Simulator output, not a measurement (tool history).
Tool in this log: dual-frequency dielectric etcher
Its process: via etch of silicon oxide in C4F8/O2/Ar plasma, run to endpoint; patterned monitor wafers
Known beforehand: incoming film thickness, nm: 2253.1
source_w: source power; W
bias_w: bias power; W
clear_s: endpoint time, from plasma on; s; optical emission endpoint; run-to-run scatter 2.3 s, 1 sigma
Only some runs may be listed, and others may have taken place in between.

run	day	source_w	bias_w	clear_s
1	0	1930	2794	459.3
2	0.183	1810	2794	469.71
3	0.233	1670	2794	492.76
4	0.542	1430	2794	535.44
5	0.904	1430	2598	546.86
6	0.938	1550	2621	523.91

For run 7, what comes out?
7	1.2	1930	2842	?

Run 7 measured clear_s 455.87 s.
